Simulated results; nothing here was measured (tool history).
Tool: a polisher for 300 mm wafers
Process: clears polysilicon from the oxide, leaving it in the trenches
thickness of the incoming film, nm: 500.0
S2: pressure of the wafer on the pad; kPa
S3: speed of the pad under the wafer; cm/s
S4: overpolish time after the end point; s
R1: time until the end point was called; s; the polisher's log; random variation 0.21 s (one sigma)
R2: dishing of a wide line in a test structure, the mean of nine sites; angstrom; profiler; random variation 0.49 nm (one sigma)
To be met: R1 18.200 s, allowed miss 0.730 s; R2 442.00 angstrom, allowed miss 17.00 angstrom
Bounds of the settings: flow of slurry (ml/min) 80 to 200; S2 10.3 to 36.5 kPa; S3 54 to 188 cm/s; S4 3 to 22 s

{"run": 1, "day": 0.0, "flow of slurry (ml/min)": 130, "S2": 23.4, "S3": 120, "S4": 11, "R1": 24.169, "R2": 453.78}
{"run": 2, "day": 0.05, "flow of slurry (ml/min)": 130, "S2": 24.1, "S3": 120, "S4": 10, "R1": 22.943, "R2": 450.96}
{"run": 3, "day": 0.242, "flow of slurry (ml/min)": 130, "S2": 24.8, "S3": 120, "S4": 9, "R1": 22.511, "R2": 448.65}
{"run": 4, "day": 0.462, "flow of slurry (ml/min)": 105, "S2": 24.8, "S3": 120, "S4": 9, "R1": 23.914, "R2": 446.62}
{"run": 5, "day": 0.567, "flow of slurry (ml/min)": 120, "S2": 24.8, "S3": 120, "S4": 9, "R1": 23.006, "R2": 443.44}
{"run": 6, "day": 0.608, "flow of slurry (ml/min)": 120, "S2": 24.8, "S3": 120, "S4": 5, "R1": 23.227, "R2": 421.08}
{"run": 7, "day": 0.821, "flow of slurry (ml/min)": 125, "S2": 25.5, "S3": 120, "S4": 5, "R1": 22.55, "R2": 418.57}
{"run": 8, "day": 1.096, "flow of slurry (ml/min)": 130, "S2": 26.2, "S3": 120, "S4": 5, "R1": 21.878, "R2": 419.8}
{"run": 9, "day": 1.258, "flow of slurry (ml/min)": 130, "S2": 26.9, "S3": 120, "S4": 5, "R1": 20.986, "R2": 421.71}
{"run": 10, "day": 1.471, "flow of slurry (ml/min)": 135, "S2": 26.9, "S3": 120, "S4": 5, "R1": 21.346, "R2": 420.31}
{"run": 11, "day": 1.612, "flow of slurry (ml/min)": 135, "S2": 27.6, "S3": 120, "S4": 5, "R1": 20.801, "R2": 421.56}
{"run": 12, "day": 1.717, "flow of slurry (ml/min)": 140, "S2": 29.6, "S3": 120, "S4": 7, "R1": 19.376, "R2": 448.43}

Which of these 5 next moves meets every target?
{"run": "A", "day": 1.821, "flow of slurry (ml/min)": 175, "S2": 30.3, "S3": 120, "S4": 8, "R1": "?", "R2": "?"}
{"run": "B", "day": 1.821, "flow of slurry (ml/min)": 120, "S2": 27.6, "S3": 120, "S4": 11, "R1": "?", "R2": "?"}
{"run": "C", "day": 1.821, "flow of slurry (ml/min)": 155, "S2": 29.0, "S3": 114, "S4": 7, "R1": "?", "R2": "?"}
{"run": "D", "day": 1.821, "flow of slurry (ml/min)": 145, "S2": 24.1, "S3": 138, "S4": 7, "R1": "?", "R2": "?"}
{"run": "E", "day": 1.821, "flow of slurry (ml/min)": 130, "S2": 23.4, "S3": 136, "S4": 7, "R1": "?", "R2": "?"}

move=A R1=18.385 R2=443.48
move=B R1=21.145 R2=445.20
move=C R1=20.342 R2=438.27
move=D R1=20.344 R2=438.27
move=E R1=21.479 R2=436.39
A: meets every target
B: further off than the last run
C: further off than the last run
D: further off than the last run
E: further off than the last run
The right move is A.
